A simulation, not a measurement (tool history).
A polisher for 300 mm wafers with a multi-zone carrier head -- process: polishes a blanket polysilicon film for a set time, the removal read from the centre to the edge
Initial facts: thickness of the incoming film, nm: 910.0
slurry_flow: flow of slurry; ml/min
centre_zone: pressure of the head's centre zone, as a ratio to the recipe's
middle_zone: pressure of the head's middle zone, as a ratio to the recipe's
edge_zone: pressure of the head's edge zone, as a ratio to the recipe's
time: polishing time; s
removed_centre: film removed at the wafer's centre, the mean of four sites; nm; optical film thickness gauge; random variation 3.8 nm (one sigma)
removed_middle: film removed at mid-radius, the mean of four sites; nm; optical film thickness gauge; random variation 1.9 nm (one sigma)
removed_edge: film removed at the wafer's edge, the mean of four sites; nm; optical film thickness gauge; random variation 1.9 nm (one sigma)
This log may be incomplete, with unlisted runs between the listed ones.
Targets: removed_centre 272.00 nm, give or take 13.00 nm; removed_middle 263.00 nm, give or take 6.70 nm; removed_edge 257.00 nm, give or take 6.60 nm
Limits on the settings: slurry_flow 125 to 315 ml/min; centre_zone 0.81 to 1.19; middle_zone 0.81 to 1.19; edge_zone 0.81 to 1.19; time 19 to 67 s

Run 1, hour 0.0: slurry_flow 205 ml/min, centre_zone 1.00, middle_zone 1.00, edge_zone 1.00, time 43 s. Result: removed_centre 373.99 nm, removed_middle 387.27 nm, removed_edge 379.82 nm.
Run 2, hour 2.3: slurry_flow 205 ml/min, centre_zone 1.08, middle_zone 1.00, edge_zone 1.00, time 43 s. Result: removed_centre 411.75 nm, removed_middle 383.93 nm, removed_edge 379.72 nm.
Run 3, hour 7.3: slurry_flow 205 ml/min, centre_zone 1.08, middle_zone 0.94, edge_zone 1.00, time 43 s. Result: removed_centre 411.47 nm, removed_middle 363.59 nm, removed_edge 374.74 nm.
Run 4, hour 11.5: slurry_flow 185 ml/min, centre_zone 1.08, middle_zone 0.94, edge_zone 1.00, time 43 s. Result: removed_centre 405.89 nm, removed_middle 357.91 nm, removed_edge 364.18 nm.
Run 5, hour 12.6: slurry_flow 175 ml/min, centre_zone 1.05, middle_zone 0.92, edge_zone 0.97, time 41 s. Result: removed_centre 367.47 nm, removed_middle 334.28 nm, removed_edge 345.43 nm.
Run 6, hour 16.9: slurry_flow 175 ml/min, centre_zone 1.05, middle_zone 0.92, edge_zone 1.02, time 41 s. Result: removed_centre 373.91 nm, removed_middle 332.76 nm, removed_edge 349.27 nm.
Run 7, hour 23.0: slurry_flow 165 ml/min, centre_zone 1.05, middle_zone 0.92, edge_zone 0.99, time 39 s. Result: removed_centre 351.66 nm, removed_middle 313.41 nm, removed_edge 328.11 nm.
Run 8, hour 27.2: slurry_flow 160 ml/min, centre_zone 1.05, middle_zone 0.93, edge_zone 0.96, time 37 s. Result: removed_centre 337.36 nm, removed_middle 296.58 nm, removed_edge 309.75 nm.
Run 9, hour 34.5: slurry_flow 155 ml/min, centre_zone 1.04, middle_zone 0.95, edge_zone 0.94, time 36 s. Result: removed_centre 320.27 nm, removed_middle 294.28 nm, removed_edge 294.36 nm.
Run 10, hour 37.4: slurry_flow 150 ml/min, centre_zone 1.03, middle_zone 0.95, edge_zone 0.92, time 35 s. Result: removed_centre 313.08 nm, removed_middle 283.78 nm, removed_edge 282.53 nm.
Run 11, hour 45.5: slurry_flow 145 ml/min, centre_zone 1.01, middle_zone 0.95, edge_zone 0.90, time 35 s. Result: removed_centre 289.66 nm, removed_middle 280.10 nm, removed_edge 280.20 nm.
Run 12, hour 47.4: slurry_flow 145 ml/min, centre_zone 1.01, middle_zone 0.95, edge_zone 0.88, time 35 s. Result: removed_centre 298.17 nm, removed_middle 283.40 nm, removed_edge 276.34 nm.
Run 13, hour 54.5: slurry_flow 140 ml/min, centre_zone 1.00, middle_zone 0.94, edge_zone 0.87, time 35 s. Result: removed_centre 295.37 nm, removed_middle 281.17 nm, removed_edge 278.79 nm.
Run 14, hour 59.3: slurry_flow 140 ml/min, centre_zone 1.00, middle_zone 0.94, edge_zone 0.86, time 34 s. Result: removed_centre 280.30 nm, removed_middle 270.03 nm, removed_edge 265.55 nm.

Which of these 4 next moves meets every target?
Run A, hour 64.1: slurry_flow 125 ml/min, centre_zone 1.05, middle_zone 0.88, edge_zone 0.81, time 36 s. Result: removed_centre ?, removed_middle ?, removed_edge ?.
Run B, hour 64.1: slurry_flow 170 ml/min, centre_zone 0.94, middle_zone 0.93, edge_zone 0.86, time 34 s. Result: removed_centre ?, removed_middle ?, removed_edge ?.
Run C, hour 64.1: slurry_flow 180 ml/min, centre_zone 0.98, middle_zone 0.93, edge_zone 0.83, time 32 s. Result: removed_centre ?, removed_middle ?, removed_edge ?.
Run D, hour 64.1: slurry_flow 145 ml/min, centre_zone 1.00, middle_zone 0.90, edge_zone 0.95, time 33 s. Result: removed_centre ?, removed_middle ?, removed_edge ?.

move  removed_centre  removed_middle  removed_edge
   A          299.50          263.09        273.33
   B          271.12          276.66        275.10
   C          268.95          262.81        257.53
   D          270.95          253.64        271.06
A: further off than the last run
B: further off than the last run
C: every result within its allowed miss
D: further off than the last run
Go with C: it meets all targets.
